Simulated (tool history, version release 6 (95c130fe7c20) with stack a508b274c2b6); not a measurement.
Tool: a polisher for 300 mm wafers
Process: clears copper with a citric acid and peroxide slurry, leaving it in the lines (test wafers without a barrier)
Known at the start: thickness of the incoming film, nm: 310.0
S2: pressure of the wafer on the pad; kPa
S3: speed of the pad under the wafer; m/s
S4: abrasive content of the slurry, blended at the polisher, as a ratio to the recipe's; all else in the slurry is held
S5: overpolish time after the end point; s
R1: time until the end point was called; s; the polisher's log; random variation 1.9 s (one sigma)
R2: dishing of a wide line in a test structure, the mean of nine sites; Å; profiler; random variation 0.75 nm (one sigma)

run 1 hour=0.0 | flow_of_slurry_(ml/min)=305 S2=24.1 S3=1.32 S4=1.0 S5=25 | R1=89.811 R2=659.40
run 2 hour=4.0 | flow_of_slurry_(ml/min)=305 S2=24.1 S3=1.50 S4=1.0 S5=25 | R1=78.932 R2=729.18
run 3 hour=4.7 | flow_of_slurry_(ml/min)=305 S2=20.7 S3=1.46 S4=1.0 S5=27 | R1=94.143 R2=656.28
run 4 hour=6.1 | flow_of_slurry_(ml/min)=305 S2=17.9 S3=1.44 S4=1.0 S5=29 | R1=110.450 R2=614.54
run 5 hour=11.4 | flow_of_slurry_(ml/min)=305 S2=17.9 S3=1.44 S4=1.0 S5=33 | R1=108.110 R2=673.72
run 6 hour=14.7 | flow_of_slurry_(ml/min)=305 S2=17.9 S3=1.44 S4=1.0 S5=38 | R1=110.220 R2=765.90
run 7 hour=16.8 | flow_of_slurry_(ml/min)=305 S2=15.9 S3=1.44 S4=1.0 S5=37 | R1=124.110 R2=672.02
run 8 hour=17.8 | flow_of_slurry_(ml/min)=305 S2=15.2 S3=1.44 S4=1.0 S5=36 | R1=125.830 R2=635.75
run 9 hour=24.9 | flow_of_slurry_(ml/min)=305 S2=14.5 S3=1.44 S4=1.0 S5=36 | R1=134.000 R2=617.23

Run 10 comes next. What will it give?
run 10 hour=26.6 | flow_of_slurry_(ml/min)=305 S2=13.8 S3=1.44 S4=1.0 S5=35 | R1=? R2=?

Run 10 gave R1 144.400 s, R2 572.76 Å.

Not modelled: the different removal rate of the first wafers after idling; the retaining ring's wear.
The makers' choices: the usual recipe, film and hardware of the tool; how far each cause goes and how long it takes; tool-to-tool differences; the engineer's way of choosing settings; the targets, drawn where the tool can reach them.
